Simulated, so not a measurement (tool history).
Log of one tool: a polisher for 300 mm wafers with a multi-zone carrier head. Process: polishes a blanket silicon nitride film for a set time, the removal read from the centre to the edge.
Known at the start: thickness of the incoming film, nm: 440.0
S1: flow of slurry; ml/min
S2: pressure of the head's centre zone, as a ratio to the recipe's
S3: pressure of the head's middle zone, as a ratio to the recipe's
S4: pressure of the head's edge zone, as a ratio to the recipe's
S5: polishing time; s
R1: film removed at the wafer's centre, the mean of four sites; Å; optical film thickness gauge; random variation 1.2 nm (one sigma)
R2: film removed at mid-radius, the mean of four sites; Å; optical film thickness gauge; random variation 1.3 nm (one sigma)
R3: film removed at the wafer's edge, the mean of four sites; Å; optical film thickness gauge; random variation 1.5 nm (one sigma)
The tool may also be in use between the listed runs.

run	hour	S1	S2	S3	S4	S5	R1	R2	R3
1	0.0	230	1.00	1.00	1.00	63	1160.1	1166.7	1213.0
2	7.6	255	1.06	0.98	1.02	67	1310.7	1189.1	1282.4
3	8.4	290	1.06	0.98	1.02	67	1344.8	1237.9	1295.2
4	14.7	295	1.10	0.97	1.04	71	1470.9	1314.9	1401.9
5	16.4	245	1.10	0.97	1.04	71	1448.4	1281.2	1370.9
6	25.4	205	1.10	0.97	1.04	71	1419.8	1242.4	1333.4
7	28.0	225	1.13	0.95	1.05	74	1525.2	1291.0	1429.2
8	33.8	245	1.15	0.93	1.03	76	1623.4	1313.4	1504.8
9	42.2	260	1.16	0.93	0.98	77	1679.2	1320.4	1454.6
10	47.0	275	1.17	0.92	0.99	78	1732.0	1353.2	1500.3

Run 11 comes next. What will it give?
11	55.8	285	1.18	0.91	1.00	78	?	?	?

R1: 1735.9 Å
R2: 1357.4 Å
R3: 1518.5 Å
